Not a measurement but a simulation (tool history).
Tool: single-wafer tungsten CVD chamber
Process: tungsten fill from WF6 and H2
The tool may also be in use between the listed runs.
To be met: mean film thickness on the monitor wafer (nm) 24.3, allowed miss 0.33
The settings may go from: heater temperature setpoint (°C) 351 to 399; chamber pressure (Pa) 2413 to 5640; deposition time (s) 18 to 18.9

run	hour	heater temperature setpoint (°C)	chamber pressure (Pa)	deposition time (s)	mean film thickness on the monitor wafer (nm)
1	0	375	4026	18.9	36.11
2	4.5	370	4026	18.9	32.772
3	7.8	370	4026	18.9	32.657
4	10.8	370	4026	18	31.322
5	15.4	363	4026	18	27.506
6	23.7	363	3586	18	26.177
7	27.3	362	3586	18	25.653
8	36	361	3586	18	25.072

Which of these 4 next moves meets every target?
A	44.7	354	3986	18.5	?
B	44.7	360	3866	18	?
C	44.7	363	2506	18.9	?
D	44.7	360	3466	18	?

move	mean film thickness on the monitor wafer (nm)
A	23.411
B	25.249
C	23.321
D	24.082
A: takes the result that was furthest off past its target
B: further off than the last run
C: takes the result that was furthest off past its target
D: meets every target
Move D is the one to make.

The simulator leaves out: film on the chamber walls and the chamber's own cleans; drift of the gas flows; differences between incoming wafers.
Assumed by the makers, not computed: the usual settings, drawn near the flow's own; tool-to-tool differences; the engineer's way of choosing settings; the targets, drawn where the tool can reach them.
